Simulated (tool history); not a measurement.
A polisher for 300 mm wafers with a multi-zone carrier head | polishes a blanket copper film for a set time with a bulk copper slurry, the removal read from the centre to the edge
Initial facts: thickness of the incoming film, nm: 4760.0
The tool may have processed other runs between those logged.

run  hour  flow of slurry (ml/min)  pressure of the head's centre zone  pressure of the head's middle zone  pressure of the head's edge zone  abrasive content of the slurry  polishing time (s)  film removed at the wafer's centre (Å)  film removed at mid-radius (Å)  film removed at the wafer's edge (Å)
  1     0                      195                                   1                                   1                                 1                               1                  83                                  6335.8                          6324.9                                6021.9
  2   1.4                      195                                   1                                   1                                 1                               1                  91                                  6933.3                          6975.3                                6572.5
  3   3.4                      195                                1.01                                1.01                              0.98                            0.95                  88                                  6605.9                          6459.6                                6271.5
  4   6.9                      215                                1.01                                1.01                              0.98                            0.95                  88                                  6804.3                            6582                                  6317
  5  11.2                      215                                1.01                                1.01                              0.98                            1.05                  88                                    7027                          6858.8                                6593.6
  6  14.4                      205                                1.02                                1.03                              0.97                               1                  87                                  6842.7                          6651.4                                6245.3
  7  23.1                      195                                1.02                                1.05                              0.95                            0.95                  86                                  6611.1                          6688.4                                6103.6
  8  31.9                      195                                1.03                                1.07                              0.93                             0.9                  84                                  6457.1                          6589.6                                5864.1
  9  35.6                      195                                1.04                                1.08                              0.92                            0.85                  82                                  6282.4                          6279.2                                5560.3
 10    44                      195                                1.04                                1.08                              0.92                            0.85                  82                                  6236.1                          6284.1                                5538.4
 11  51.8                      195                                1.04                                1.08                              0.92                            0.85                  82                                  6288.7                            6275                                5485.6
 12    59                      195                                1.04                                1.08                              0.92                            0.85                  82                                    6167                          6353.3                                5527.7

For run 13, what comes out?
 13  62.4                      195                                1.05                                1.08                              0.91                             0.8                  81                                       ?                               ?                                     ?

film removed at the wafer's centre (Å): 6048.2
film removed at mid-radius (Å): 6118.1
film removed at the wafer's edge (Å): 5228.4

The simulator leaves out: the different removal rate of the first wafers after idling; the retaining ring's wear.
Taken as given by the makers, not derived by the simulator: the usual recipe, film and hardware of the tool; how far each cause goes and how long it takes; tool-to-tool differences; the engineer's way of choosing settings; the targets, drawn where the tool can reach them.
